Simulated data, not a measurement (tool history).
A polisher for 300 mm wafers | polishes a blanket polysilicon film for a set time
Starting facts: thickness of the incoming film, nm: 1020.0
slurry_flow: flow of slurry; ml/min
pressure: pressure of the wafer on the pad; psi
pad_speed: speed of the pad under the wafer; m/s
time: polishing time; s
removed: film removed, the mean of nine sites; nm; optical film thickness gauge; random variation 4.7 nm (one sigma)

Run 1, hour 0.0: slurry_flow 275 ml/min, pressure 2.6 psi, pad_speed 1.26 m/s, time 47 s. Result: removed 532.90 nm.
Run 2, hour 4.1: slurry_flow 275 ml/min, pressure 2.6 psi, pad_speed 1.56 m/s, time 47 s. Result: removed 639.83 nm.
Run 3, hour 8.2: slurry_flow 275 ml/min, pressure 2.5 psi, pad_speed 1.56 m/s, time 47 s. Result: removed 619.15 nm.
Run 4, hour 9.2: slurry_flow 275 ml/min, pressure 2.5 psi, pad_speed 1.80 m/s, time 47 s. Result: removed 716.79 nm.
Run 5, hour 11.2: slurry_flow 275 ml/min, pressure 2.4 psi, pad_speed 1.80 m/s, time 47 s. Result: removed 692.84 nm.
Run 6, hour 16.9: slurry_flow 275 ml/min, pressure 2.1 psi, pad_speed 1.80 m/s, time 47 s. Result: removed 618.62 nm.
Run 7, hour 24.4: slurry_flow 275 ml/min, pressure 2.0 psi, pad_speed 1.80 m/s, time 47 s. Result: removed 600.00 nm.

What will run 8 give?
Run 8, hour 29.3: slurry_flow 275 ml/min, pressure 1.9 psi, pad_speed 1.80 m/s, time 47 s. Result: removed ?.

Run 8 produced removed 565.55 nm.

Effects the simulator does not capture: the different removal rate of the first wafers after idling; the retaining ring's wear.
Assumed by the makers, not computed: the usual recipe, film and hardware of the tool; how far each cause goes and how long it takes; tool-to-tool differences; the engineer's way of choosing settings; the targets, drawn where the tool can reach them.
